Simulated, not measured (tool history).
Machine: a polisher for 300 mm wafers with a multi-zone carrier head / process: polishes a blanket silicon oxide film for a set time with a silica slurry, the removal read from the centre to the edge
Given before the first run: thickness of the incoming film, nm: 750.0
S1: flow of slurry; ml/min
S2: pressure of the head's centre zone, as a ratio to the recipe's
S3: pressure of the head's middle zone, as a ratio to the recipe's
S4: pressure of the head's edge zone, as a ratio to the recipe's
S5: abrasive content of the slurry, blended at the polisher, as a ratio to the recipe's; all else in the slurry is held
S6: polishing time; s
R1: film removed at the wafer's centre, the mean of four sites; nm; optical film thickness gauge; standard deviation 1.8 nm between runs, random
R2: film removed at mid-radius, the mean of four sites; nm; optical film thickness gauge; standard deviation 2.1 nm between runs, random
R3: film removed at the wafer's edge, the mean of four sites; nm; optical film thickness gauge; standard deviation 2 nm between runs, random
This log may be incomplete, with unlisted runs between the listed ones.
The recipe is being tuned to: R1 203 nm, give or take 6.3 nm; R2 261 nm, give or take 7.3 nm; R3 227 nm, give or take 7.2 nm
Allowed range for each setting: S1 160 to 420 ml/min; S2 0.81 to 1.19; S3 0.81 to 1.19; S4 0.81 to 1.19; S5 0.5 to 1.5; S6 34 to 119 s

| run | hour | S1 | S2 | S3 | S4 | S5 | S6 | R1 | R2 | R3 |
|---|---|---|---|---|---|---|---|---|---|---|
| 1 | 0 | 270 | 1 | 1 | 1 | 1 | 76 | 225.52 | 230.27 | 222 |
| 2 | 3.3 | 270 | 1 | 1 | 0.96 | 1 | 76 | 224.84 | 230.64 | 218.26 |
| 3 | 10.1 | 270 | 1 | 1 | 0.96 | 1.15 | 76 | 234.62 | 247.06 | 233.13 |
| 4 | 19 | 260 | 0.96 | 1.02 | 0.95 | 1.15 | 76 | 228.48 | 244.8 | 227.85 |
| 5 | 27.4 | 260 | 1.01 | 1.02 | 0.95 | 1.15 | 76 | 237.9 | 244.94 | 229.45 |
| 6 | 35.9 | 260 | 0.97 | 1.02 | 0.95 | 1.15 | 76 | 231.83 | 245.77 | 228.49 |
| 7 | 40.2 | 285 | 0.92 | 1.06 | 0.99 | 1.1 | 75 | 210.57 | 249.95 | 224.81 |
| 8 | 46.6 | 295 | 0.91 | 1.07 | 1 | 1.1 | 75 | 209.51 | 256.5 | 230.97 |
| 9 | 52.5 | 295 | 0.9 | 1.08 | 0.99 | 1.1 | 75 | 210.52 | 252.74 | 230.76 |

4 next moves are on the table. One of them brings every result within its allowed miss. Which?
| A | 58.4 | 320 | 0.81 | 1.18 | 1.13 | 1.25 | 71 | ? | ? | ? |
| B | 58.4 | 295 | 0.91 | 1.18 | 1 | 1.2 | 65 | ? | ? | ? |
| C | 58.4 | 290 | 0.81 | 0.96 | 1.09 | 1.1 | 78 | ? | ? | ? |
| D | 58.4 | 330 | 0.91 | 1.17 | 1.04 | 1.2 | 70 | ? | ? | ? |

| move | R1 | R2 | R3 |
|---|---|---|---|
| A | 185.29 | 270.87 | 243.22 |
| B | 186.29 | 242.29 | 205.19 |
| C | 191.89 | 240.62 | 249.16 |
| D | 203.11 | 262.12 | 227.2 |
A: takes the result that was furthest off past its target
B: takes the result that was furthest off past its target
C: takes the result that was furthest off past its target
D: all results land within tolerance of their targets
D is the move that brings every result within its allowed miss.
